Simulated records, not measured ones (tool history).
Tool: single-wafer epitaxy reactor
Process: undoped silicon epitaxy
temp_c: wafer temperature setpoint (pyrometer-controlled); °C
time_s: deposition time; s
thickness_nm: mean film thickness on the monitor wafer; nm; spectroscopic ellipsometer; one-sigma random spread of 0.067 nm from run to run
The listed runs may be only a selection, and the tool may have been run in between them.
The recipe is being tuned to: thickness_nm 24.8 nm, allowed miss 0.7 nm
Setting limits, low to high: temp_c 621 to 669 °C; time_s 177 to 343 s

run    day  temp_c  time_s  thickness_nm
  1      0     645     260        35.817
  2  0.092     645     295        40.546
  3  0.429     638     294        34.044
  4  0.525     644     294        39.749
  5  0.671     638     293        34.004
  6  0.825     638     257        29.849
  7  1.004     638     257        29.896
  8   1.05     636     257        28.338
  9  1.246     634     257        26.848
 10  1.408     633     257        26.234
 11  1.671     632     257        25.548

Exercise: of the 5 proposed moves below, exactly one satisfies all targets within the stated allowed misses. Which move is it?
  A  1.933     626     276             ?
  B  1.933     633     225             ?
  C  1.933     633     256             ?
  D  1.933     627     285             ?
  E  1.933     634     253             ?

move  thickness_nm
   A        23.387
   B        22.888
   C        26.042
   D        24.793
   E         26.41
A: takes the result that was furthest off past its target
B: takes the result that was furthest off past its target
C: the biggest miss grows against the last run
D: in spec on every target
E: the biggest miss grows against the last run
D is the move that brings every result within its allowed miss.
